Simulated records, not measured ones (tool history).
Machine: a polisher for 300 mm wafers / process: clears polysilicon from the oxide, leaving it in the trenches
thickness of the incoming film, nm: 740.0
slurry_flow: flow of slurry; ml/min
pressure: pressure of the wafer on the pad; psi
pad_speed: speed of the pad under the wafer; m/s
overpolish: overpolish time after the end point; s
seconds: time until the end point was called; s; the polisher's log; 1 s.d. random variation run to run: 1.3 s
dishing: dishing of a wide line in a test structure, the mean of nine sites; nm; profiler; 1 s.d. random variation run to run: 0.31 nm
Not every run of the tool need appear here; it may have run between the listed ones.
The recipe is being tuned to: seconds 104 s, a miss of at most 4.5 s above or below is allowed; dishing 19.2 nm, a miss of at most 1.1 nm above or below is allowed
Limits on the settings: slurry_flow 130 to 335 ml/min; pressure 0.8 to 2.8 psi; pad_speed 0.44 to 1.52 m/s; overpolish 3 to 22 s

| run | hour | slurry_flow | pressure | pad_speed | overpolish | seconds | dishing |
|---|---|---|---|---|---|---|---|
| 1 | 0 | 215 | 1.8 | 0.98 | 11 | 84.175 | 53.076 |
| 2 | 1.5 | 215 | 1.7 | 0.98 | 10 | 90.266 | 50.626 |
| 3 | 4.4 | 215 | 1.7 | 1.16 | 10 | 75.596 | 56.128 |
| 4 | 8.6 | 215 | 1.5 | 1.16 | 10 | 86.289 | 52.932 |
| 5 | 16.9 | 260 | 1.5 | 1.16 | 10 | 82.549 | 53.016 |
| 6 | 22.9 | 260 | 1.5 | 1.34 | 10 | 71.809 | 57.424 |
| 7 | 28.1 | 275 | 1.6 | 1.18 | 9 | 77.785 | 52.587 |
| 8 | 33.2 | 285 | 1.7 | 1.06 | 8 | 79.61 | 47.734 |
| 9 | 39 | 335 | 2 | 0.78 | 3 | 89.398 | 21.093 |
| 10 | 47.7 | 335 | 2 | 0.76 | 3 | 93.789 | 21.375 |
| 11 | 52.6 | 335 | 2 | 0.74 | 3 | 94.266 | 20.671 |
| 12 | 61.1 | 335 | 2 | 0.72 | 3 | 95.678 | 19.782 |

Which one of the following 4 next-run settings gets every result inside its allowed miss? There is exactly one.
| A | 69.6 | 300 | 2.1 | 0.66 | 3 | ? | ? |
| B | 69.6 | 335 | 2.1 | 0.56 | 3 | ? | ? |
| C | 69.6 | 335 | 2 | 0.84 | 3 | ? | ? |
| D | 69.6 | 325 | 2.6 | 0.46 | 3 | ? | ? |

| move | seconds | dishing |
|---|---|---|
| A | 103.39 | 18.855 |
| B | 119.81 | 16.592 |
| C | 85.073 | 22.228 |
| D | 118.13 | 16.798 |
A: all results land within tolerance of their targets
B: pushes the last run's worst result past its target
C: the biggest miss grows against the last run
D: pushes the last run's worst result past its target
Answer: A

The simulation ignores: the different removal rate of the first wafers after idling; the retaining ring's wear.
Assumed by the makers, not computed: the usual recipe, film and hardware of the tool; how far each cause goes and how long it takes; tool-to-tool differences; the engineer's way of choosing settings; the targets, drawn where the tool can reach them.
